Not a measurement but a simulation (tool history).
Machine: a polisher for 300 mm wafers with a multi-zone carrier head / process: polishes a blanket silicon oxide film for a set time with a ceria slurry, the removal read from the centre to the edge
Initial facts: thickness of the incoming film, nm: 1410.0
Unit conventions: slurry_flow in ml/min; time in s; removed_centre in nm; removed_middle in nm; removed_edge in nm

run,hour,slurry_flow,centre_zone,middle_zone,edge_zone,time,removed_centre,removed_middle,removed_edge
1,0,285,1,1,1,76,341.85,386.82,399.68
2,4.6,285,1,1.08,1,76,338.72,410.83,396.78
3,8.1,285,1,1.08,1.08,76,337.47,412.85,413.57
4,15.3,225,1,1.08,1.08,76,328.5,403.05,411.34
5,20.4,190,1,1.08,1.08,76,322.14,394.6,405.38
6,29.2,195,1,1.01,1.04,69,298.52,329.62,355.03
7,33.3,190,0.97,0.96,1,67,274.62,311.09,344.57
8,36.7,190,0.97,0.92,0.97,64,264.46,288.61,320.46
9,37.7,185,0.97,0.89,0.96,63,259.72,273.96,313.31

Run 10, settings as shown, results not yet in. Your forecast:
# hour 44.3: centre zone pressure recalibrated
10,44.3,185,0.97,0.87,0.94,62,?,?,?

{"run 10": {"removed_centre": 287.37, "removed_middle": 268.2, "removed_edge": 303.99}}

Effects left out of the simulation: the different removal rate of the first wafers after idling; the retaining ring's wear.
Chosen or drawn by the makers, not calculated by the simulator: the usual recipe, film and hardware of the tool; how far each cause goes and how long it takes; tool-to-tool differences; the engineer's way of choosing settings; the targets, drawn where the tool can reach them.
